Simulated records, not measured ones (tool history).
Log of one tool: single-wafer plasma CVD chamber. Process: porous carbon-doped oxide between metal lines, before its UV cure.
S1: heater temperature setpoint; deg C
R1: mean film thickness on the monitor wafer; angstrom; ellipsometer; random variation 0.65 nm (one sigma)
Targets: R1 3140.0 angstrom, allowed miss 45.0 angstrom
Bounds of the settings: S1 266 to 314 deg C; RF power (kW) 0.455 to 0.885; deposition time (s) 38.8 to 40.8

{"run": 1, "hour": 0.0, "S1": 290, "RF power (kW)": 0.67, "deposition time (s)": 40.8, "R1": 2776.2}
{"run": 2, "hour": 1.0, "S1": 284, "RF power (kW)": 0.675, "deposition time (s)": 40.8, "R1": 2864.7}
{"run": 3, "hour": 9.3, "S1": 284, "RF power (kW)": 0.625, "deposition time (s)": 40.8, "R1": 2739.5}
{"run": 4, "hour": 14.5, "S1": 284, "RF power (kW)": 0.625, "deposition time (s)": 38.8, "R1": 2612.4}
{"run": 5, "hour": 20.1, "S1": 279, "RF power (kW)": 0.66, "deposition time (s)": 38.9, "R1": 2773.6}
{"run": 6, "hour": 27.8, "S1": 279, "RF power (kW)": 0.66, "deposition time (s)": 40.8, "R1": 2927.3}
{"run": 7, "hour": 31.6, "S1": 275, "RF power (kW)": 0.665, "deposition time (s)": 40.8, "R1": 2984.3}
{"run": 8, "hour": 37.1, "S1": 272, "RF power (kW)": 0.67, "deposition time (s)": 40.8, "R1": 3072.4}
{"run": 9, "hour": 38.7, "S1": 271, "RF power (kW)": 0.67, "deposition time (s)": 40.8, "R1": 3082.2}

Which of these 5 next moves meets every target?
{"run": "A", "hour": 40.3, "S1": 268, "RF power (kW)": 0.665, "deposition time (s)": 40.8, "R1": "?"}
{"run": "B", "hour": 40.3, "S1": 268, "RF power (kW)": 0.655, "deposition time (s)": 40.3, "R1": "?"}
{"run": "C", "hour": 40.3, "S1": 268, "RF power (kW)": 0.65, "deposition time (s)": 40.3, "R1": "?"}
{"run": "D", "hour": 40.3, "S1": 274, "RF power (kW)": 0.675, "deposition time (s)": 40.8, "R1": "?"}
{"run": "E", "hour": 40.3, "S1": 266, "RF power (kW)": 0.63, "deposition time (s)": 40.8, "R1": "?"}

move=A R1=3122.6
move=B R1=3056.6
move=C R1=3042.2
move=D R1=3044.7
move=E R1=3054.9
A: meets every target
B: further off than the last run
C: further off than the last run
D: further off than the last run
E: further off than the last run
Move A is the one to make.

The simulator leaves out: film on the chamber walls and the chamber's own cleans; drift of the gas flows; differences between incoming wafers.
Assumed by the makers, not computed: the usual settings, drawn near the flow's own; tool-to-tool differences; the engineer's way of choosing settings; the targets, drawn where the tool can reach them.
